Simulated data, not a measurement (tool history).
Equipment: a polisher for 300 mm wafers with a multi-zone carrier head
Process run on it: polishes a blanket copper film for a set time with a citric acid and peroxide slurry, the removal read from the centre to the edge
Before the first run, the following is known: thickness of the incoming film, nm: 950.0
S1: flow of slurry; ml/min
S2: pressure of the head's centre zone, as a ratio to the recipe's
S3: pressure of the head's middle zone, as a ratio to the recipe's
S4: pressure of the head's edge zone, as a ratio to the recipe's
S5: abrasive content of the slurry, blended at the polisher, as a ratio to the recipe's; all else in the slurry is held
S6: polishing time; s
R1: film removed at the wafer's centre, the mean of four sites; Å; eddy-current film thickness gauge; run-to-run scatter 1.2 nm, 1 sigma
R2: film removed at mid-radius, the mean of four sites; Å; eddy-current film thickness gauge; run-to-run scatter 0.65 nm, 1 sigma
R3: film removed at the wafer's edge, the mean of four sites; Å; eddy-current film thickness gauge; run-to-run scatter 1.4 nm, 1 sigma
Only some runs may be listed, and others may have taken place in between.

run,day,S1,S2,S3,S4,S5,S6,R1,R2,R3
1,0.000,230,1.00,1.00,1.00,1.00,70,1121.6,1125.3,1156.3
2,0.221,220,0.98,0.99,0.99,1.00,70,1079.4,1122.2,1138.8
3,0.583,215,0.97,0.98,0.98,1.00,70,1043.1,1119.0,1086.8
4,0.942,210,0.97,0.97,0.99,1.00,70,1064.1,1095.0,1117.1
5,0.979,205,0.96,0.96,0.99,1.00,70,1071.2,1078.3,1119.3
6,1.288,205,0.96,0.96,0.99,1.15,70,1104.6,1124.9,1184.2
# day 1.604: slurry nozzle cleaned
7,1.604,200,0.94,0.95,0.98,1.15,70,1143.6,1189.5,1206.9
8,1.883,195,0.94,0.95,0.99,1.10,70,1110.3,1147.1,1188.2

Estimate the outcome of run 9 from the log above:
9,1.996,195,0.93,0.94,0.99,1.05,70,?,?,?

R1: 1066.1 Å
R2: 1140.1 Å
R3: 1177.5 Å
